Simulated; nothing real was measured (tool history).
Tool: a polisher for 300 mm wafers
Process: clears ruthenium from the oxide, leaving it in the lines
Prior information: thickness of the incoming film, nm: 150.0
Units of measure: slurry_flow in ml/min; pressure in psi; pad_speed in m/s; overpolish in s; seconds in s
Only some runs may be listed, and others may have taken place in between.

{"run": 1, "hour": 0.0, "slurry_flow": 165, "pressure": 2.1, "pad_speed": 1.3, "overpolish": 11, "seconds": 114.02}
{"run": 2, "hour": 6.2, "slurry_flow": 165, "pressure": 1.9, "pad_speed": 1.28, "overpolish": 11, "seconds": 120.27}
{"run": 3, "hour": 8.8, "slurry_flow": 165, "pressure": 1.9, "pad_speed": 1.04, "overpolish": 11, "seconds": 148.1}
{"run": 4, "hour": 14.9, "slurry_flow": 165, "pressure": 2.2, "pad_speed": 1.04, "overpolish": 11, "seconds": 129.04}
{"run": 5, "hour": 21.6, "slurry_flow": 165, "pressure": 2.2, "pad_speed": 1.16, "overpolish": 11, "seconds": 117.29}
{"run": 6, "hour": 28.2, "slurry_flow": 165, "pressure": 2, "pad_speed": 1.14, "overpolish": 11, "seconds": 128.51}
{"run": 7, "hour": 31.1, "slurry_flow": 165, "pressure": 1.9, "pad_speed": 1.12, "overpolish": 11, "seconds": 137.57}
{"run": 8, "hour": 37.6, "slurry_flow": 165, "pressure": 1.8, "pad_speed": 1.12, "overpolish": 11, "seconds": 145.7}

What does the tool deliver on the next run?
{"run": 9, "hour": 44.3, "slurry_flow": 165, "pressure": 1.7, "pad_speed": 1.12, "overpolish": 11, "seconds": "?"}

Run 9 yielded seconds 151.29 s.
